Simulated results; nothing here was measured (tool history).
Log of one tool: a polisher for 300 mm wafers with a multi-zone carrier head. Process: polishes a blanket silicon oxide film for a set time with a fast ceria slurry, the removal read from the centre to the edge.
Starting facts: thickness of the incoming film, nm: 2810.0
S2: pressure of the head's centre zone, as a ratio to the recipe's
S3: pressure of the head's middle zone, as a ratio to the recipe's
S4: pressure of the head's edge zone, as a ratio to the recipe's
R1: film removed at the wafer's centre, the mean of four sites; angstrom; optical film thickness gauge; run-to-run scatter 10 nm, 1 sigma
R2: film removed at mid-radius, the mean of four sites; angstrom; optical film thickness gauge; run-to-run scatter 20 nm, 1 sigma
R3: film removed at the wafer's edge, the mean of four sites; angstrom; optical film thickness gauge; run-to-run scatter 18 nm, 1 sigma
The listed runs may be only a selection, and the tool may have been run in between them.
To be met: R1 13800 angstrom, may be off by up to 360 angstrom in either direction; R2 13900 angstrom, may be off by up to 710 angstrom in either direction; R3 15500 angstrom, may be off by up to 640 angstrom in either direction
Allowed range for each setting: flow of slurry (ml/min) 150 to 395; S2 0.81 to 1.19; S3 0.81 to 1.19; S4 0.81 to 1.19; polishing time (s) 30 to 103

{"run": 1, "hour": 0.0, "flow of slurry (ml/min)": 250, "S2": 1.0, "S3": 1.0, "S4": 1.0, "polishing time (s)": 66, "R1": 10515, "R2": 10828, "R3": 10463}
{"run": 2, "hour": 1.3, "flow of slurry (ml/min)": 250, "S2": 1.0, "S3": 0.99, "S4": 1.02, "polishing time (s)": 69, "R1": 10931, "R2": 10922, "R3": 11346}
{"run": 3, "hour": 2.5, "flow of slurry (ml/min)": 255, "S2": 1.01, "S3": 1.0, "S4": 1.04, "polishing time (s)": 71, "R1": 11495, "R2": 11337, "R3": 11368}
{"run": 4, "hour": 11.5, "flow of slurry (ml/min)": 220, "S2": 1.01, "S3": 1.0, "S4": 1.04, "polishing time (s)": 71, "R1": 11277, "R2": 10984, "R3": 11352}
{"run": 5, "hour": 12.1, "flow of slurry (ml/min)": 230, "S2": 1.0, "S3": 1.0, "S4": 1.05, "polishing time (s)": 73, "R1": 11570, "R2": 11515, "R3": 11583}
{"run": 6, "hour": 13.6, "flow of slurry (ml/min)": 240, "S2": 0.99, "S3": 0.99, "S4": 1.05, "polishing time (s)": 75, "R1": 11857, "R2": 11885, "R3": 12191}
{"run": 7, "hour": 16.8, "flow of slurry (ml/min)": 250, "S2": 0.98, "S3": 0.98, "S4": 1.06, "polishing time (s)": 76, "R1": 11752, "R2": 12148, "R3": 12368}
{"run": 8, "hour": 25.6, "flow of slurry (ml/min)": 255, "S2": 0.98, "S3": 0.97, "S4": 1.07, "polishing time (s)": 78, "R1": 12219, "R2": 12307, "R3": 12726}
{"run": 9, "hour": 29.2, "flow of slurry (ml/min)": 255, "S2": 0.97, "S3": 0.96, "S4": 1.08, "polishing time (s)": 80, "R1": 12426, "R2": 12310, "R3": 13182}
{"run": 10, "hour": 36.8, "flow of slurry (ml/min)": 260, "S2": 0.97, "S3": 0.96, "S4": 1.09, "polishing time (s)": 81, "R1": 12593, "R2": 12504, "R3": 13582}
{"run": 11, "hour": 42.2, "flow of slurry (ml/min)": 265, "S2": 0.97, "S3": 0.96, "S4": 1.1, "polishing time (s)": 82, "R1": 12824, "R2": 12874, "R3": 13579}
{"run": 12, "hour": 49.8, "flow of slurry (ml/min)": 265, "S2": 0.97, "S3": 0.95, "S4": 1.1, "polishing time (s)": 83, "R1": 12836, "R2": 12915, "R3": 13486}
{"run": 13, "hour": 53.2, "flow of slurry (ml/min)": 255, "S2": 0.97, "S3": 0.95, "S4": 1.1, "polishing time (s)": 84, "R1": 12892, "R2": 12970, "R3": 14427}
{"run": 14, "hour": 57.5, "flow of slurry (ml/min)": 255, "S2": 0.97, "S3": 0.95, "S4": 1.1, "polishing time (s)": 85, "R1": 13358, "R2": 13133, "R3": 14010}
{"run": 15, "hour": 61.1, "flow of slurry (ml/min)": 260, "S2": 0.97, "S3": 0.95, "S4": 1.11, "polishing time (s)": 86, "R1": 13297, "R2": 13333, "R3": 14355}
{"run": 16, "hour": 64.6, "flow of slurry (ml/min)": 260, "S2": 0.97, "S3": 0.95, "S4": 1.11, "polishing time (s)": 87, "R1": 13528, "R2": 13394, "R3": 14766}

Which single option among these 5 for the next run brings every result within its allowed miss of target? Just one does.
{"run": "A", "hour": 68.1, "flow of slurry (ml/min)": 275, "S2": 0.93, "S3": 0.92, "S4": 1.1, "polishing time (s)": 92, "R1": "?", "R2": "?", "R3": "?"}
{"run": "B", "hour": 68.1, "flow of slurry (ml/min)": 245, "S2": 0.9, "S3": 0.89, "S4": 1.16, "polishing time (s)": 90, "R1": "?", "R2": "?", "R3": "?"}
{"run": "C", "hour": 68.1, "flow of slurry (ml/min)": 175, "S2": 0.95, "S3": 0.83, "S4": 1.18, "polishing time (s)": 95, "R1": "?", "R2": "?", "R3": "?"}
{"run": "D", "hour": 68.1, "flow of slurry (ml/min)": 220, "S2": 0.93, "S3": 0.81, "S4": 1.15, "polishing time (s)": 95, "R1": "?", "R2": "?", "R3": "?"}
{"run": "E", "hour": 68.1, "flow of slurry (ml/min)": 250, "S2": 1.01, "S3": 0.96, "S4": 1.14, "polishing time (s)": 85, "R1": "?", "R2": "?", "R3": "?"}

move=A R1=13743 R2=13910 R3=15595
move=B R1=12803 R2=13054 R3=15475
move=C R1=13431 R2=12322 R3=15836
move=D R1=13731 R2=12562 R3=16106
move=E R1=13628 R2=13158 R3=14513
A: all results land within tolerance of their targets
B: the worst result of the last run now meets its target, but another is out of spec
C: the worst result of the last run now meets its target, but another is out of spec
D: the worst result of the last run now meets its target, but another is out of spec
E: further off than the last run
Answer: A
